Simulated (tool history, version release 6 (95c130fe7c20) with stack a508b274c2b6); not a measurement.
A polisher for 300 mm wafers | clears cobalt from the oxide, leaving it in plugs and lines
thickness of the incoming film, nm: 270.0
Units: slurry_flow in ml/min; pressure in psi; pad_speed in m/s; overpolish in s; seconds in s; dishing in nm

run 1 hour=0.0 | slurry_flow=120 pressure=2.0 pad_speed=1.08 overpolish=11 | seconds=54.753 dishing=38.187
run 2 hour=0.7 | slurry_flow=120 pressure=2.0 pad_speed=1.22 overpolish=11 | seconds=48.772 dishing=40.489
run 3 hour=8.9 | slurry_flow=140 pressure=2.0 pad_speed=1.22 overpolish=11 | seconds=47.698 dishing=40.698
run 4 hour=11.2 | slurry_flow=140 pressure=2.0 pad_speed=1.22 overpolish=12 | seconds=47.239 dishing=45.503
run 5 hour=13.7 | slurry_flow=140 pressure=2.0 pad_speed=0.94 overpolish=12 | seconds=59.576 dishing=38.836
run 6 hour=14.8 | slurry_flow=140 pressure=2.0 pad_speed=1.18 overpolish=12 | seconds=48.723 dishing=42.939
run 7 hour=21.7 | slurry_flow=135 pressure=2.0 pad_speed=1.18 overpolish=13 | seconds=49.129 dishing=45.436

Run 8 comes next. What will it give?
run 8 hour=24.5 | slurry_flow=130 pressure=2.0 pad_speed=1.18 overpolish=13 | seconds=? dishing=?

seconds: 49.699 s
dishing: 44.708 nm

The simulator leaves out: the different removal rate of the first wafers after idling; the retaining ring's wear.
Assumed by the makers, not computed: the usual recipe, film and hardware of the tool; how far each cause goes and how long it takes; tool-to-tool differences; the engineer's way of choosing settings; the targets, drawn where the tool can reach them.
